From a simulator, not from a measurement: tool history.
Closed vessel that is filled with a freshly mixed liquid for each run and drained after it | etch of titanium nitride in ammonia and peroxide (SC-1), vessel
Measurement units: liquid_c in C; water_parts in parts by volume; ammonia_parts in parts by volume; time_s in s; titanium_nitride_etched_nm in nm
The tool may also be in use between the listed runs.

{"run": 1, "hour": 0.0, "liquid_c": 61.0, "water_parts": 16, "ammonia_parts": 0.65, "time_s": 85, "titanium_nitride_etched_nm": 10.672}
{"run": 2, "hour": 5.4, "liquid_c": 59.5, "water_parts": 16, "ammonia_parts": 0.65, "time_s": 85, "titanium_nitride_etched_nm": 9.6914}
{"run": 3, "hour": 11.3, "liquid_c": 66.0, "water_parts": 16, "ammonia_parts": 0.65, "time_s": 85, "titanium_nitride_etched_nm": 14.969}
{"run": 4, "hour": 17.5, "liquid_c": 66.0, "water_parts": 16, "ammonia_parts": 0.65, "time_s": 70, "titanium_nitride_etched_nm": 12.23}
{"run": 5, "hour": 22.6, "liquid_c": 64.0, "water_parts": 16, "ammonia_parts": 0.65, "time_s": 70, "titanium_nitride_etched_nm": 10.626}
{"run": 6, "hour": 28.4, "liquid_c": 62.5, "water_parts": 16, "ammonia_parts": 0.65, "time_s": 70, "titanium_nitride_etched_nm": 9.6717}
{"run": 7, "hour": 36.7, "liquid_c": 61.5, "water_parts": 16, "ammonia_parts": 0.65, "time_s": 70, "titanium_nitride_etched_nm": 9.0687}
{"run": 8, "hour": 45.2, "liquid_c": 61.0, "water_parts": 16, "ammonia_parts": 0.65, "time_s": 70, "titanium_nitride_etched_nm": 8.9114}
{"run": 9, "hour": 49.1, "liquid_c": 60.5, "water_parts": 16, "ammonia_parts": 0.65, "time_s": 70, "titanium_nitride_etched_nm": 8.4952}

Predict the results of run 10:
{"run": 10, "hour": 51.6, "liquid_c": 60.0, "water_parts": 16, "ammonia_parts": 0.65, "time_s": 70, "titanium_nitride_etched_nm": "?"}

{"run 10": {"titanium_nitride_etched_nm": 8.3911}}

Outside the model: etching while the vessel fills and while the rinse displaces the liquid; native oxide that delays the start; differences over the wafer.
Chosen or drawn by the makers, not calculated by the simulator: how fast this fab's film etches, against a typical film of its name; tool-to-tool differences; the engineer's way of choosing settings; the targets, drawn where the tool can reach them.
